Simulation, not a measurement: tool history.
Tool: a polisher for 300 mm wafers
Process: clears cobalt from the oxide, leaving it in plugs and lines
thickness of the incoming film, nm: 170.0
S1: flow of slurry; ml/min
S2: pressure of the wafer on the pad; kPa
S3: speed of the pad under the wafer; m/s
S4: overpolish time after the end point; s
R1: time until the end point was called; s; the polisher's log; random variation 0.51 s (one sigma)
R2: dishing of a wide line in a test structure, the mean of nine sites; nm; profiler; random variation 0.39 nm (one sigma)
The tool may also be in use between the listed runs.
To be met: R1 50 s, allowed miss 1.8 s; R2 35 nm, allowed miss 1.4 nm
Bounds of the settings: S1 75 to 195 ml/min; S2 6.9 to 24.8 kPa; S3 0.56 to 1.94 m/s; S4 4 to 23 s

{"run": 1, "hour": 0.0, "S1": 125, "S2": 15.9, "S3": 1.24, "S4": 12, "R1": 19.718, "R2": 44.606}
{"run": 2, "hour": 8.1, "S1": 125, "S2": 13.1, "S3": 1.24, "S4": 12, "R1": 23.585, "R2": 41.157}
{"run": 3, "hour": 15.7, "S1": 120, "S2": 11.7, "S3": 1.14, "S4": 13, "R1": 28.908, "R2": 39.525}
{"run": 4, "hour": 18.7, "S1": 95, "S2": 11.7, "S3": 1.14, "S4": 13, "R1": 30, "R2": 37.694}
{"run": 5, "hour": 19.6, "S1": 90, "S2": 10.3, "S3": 1.08, "S4": 14, "R1": 35.249, "R2": 36.11}
{"run": 6, "hour": 24.6, "S1": 90, "S2": 10.3, "S3": 0.88, "S4": 14, "R1": 43.97, "R2": 33.171}
{"run": 7, "hour": 31.6, "S1": 90, "S2": 9.7, "S3": 0.88, "S4": 15, "R1": 46.88, "R2": 32.927}
{"run": 8, "hour": 34.8, "S1": 90, "S2": 9.7, "S3": 0.88, "S4": 15, "R1": 46.317, "R2": 32.742}
{"run": 9, "hour": 43.3, "S1": 90, "S2": 9.7, "S3": 0.88, "S4": 16, "R1": 45.699, "R2": 34.214}
{"run": 10, "hour": 50.6, "S1": 90, "S2": 9.7, "S3": 0.88, "S4": 17, "R1": 46.85, "R2": 35.393}

Which of these 5 next moves meets every target?
{"run": "A", "hour": 57.9, "S1": 95, "S2": 11, "S3": 0.76, "S4": 20, "R1": "?", "R2": "?"}
{"run": "B", "hour": 57.9, "S1": 85, "S2": 9.7, "S3": 0.92, "S4": 17, "R1": "?", "R2": "?"}
{"run": "C", "hour": 57.9, "S1": 105, "S2": 10.3, "S3": 0.74, "S4": 21, "R1": "?", "R2": "?"}
{"run": "D", "hour": 57.9, "S1": 110, "S2": 9.7, "S3": 0.8, "S4": 18, "R1": "?", "R2": "?"}
{"run": "E", "hour": 57.9, "S1": 90, "S2": 9, "S3": 0.82, "S4": 19, "R1": "?", "R2": "?"}

move=A R1=46.549 R2=37.963
move=B R1=44.769 R2=35.666
move=C R1=50.06 R2=37.573
move=D R1=49.31 R2=34.983
move=E R1=53.184 R2=34.597
A: further off than the last run
B: further off than the last run
C: brings the result that was furthest off to its target, and leaves another outside
D: meets every target
E: takes the result that was furthest off past its target
Move D is the one to make.
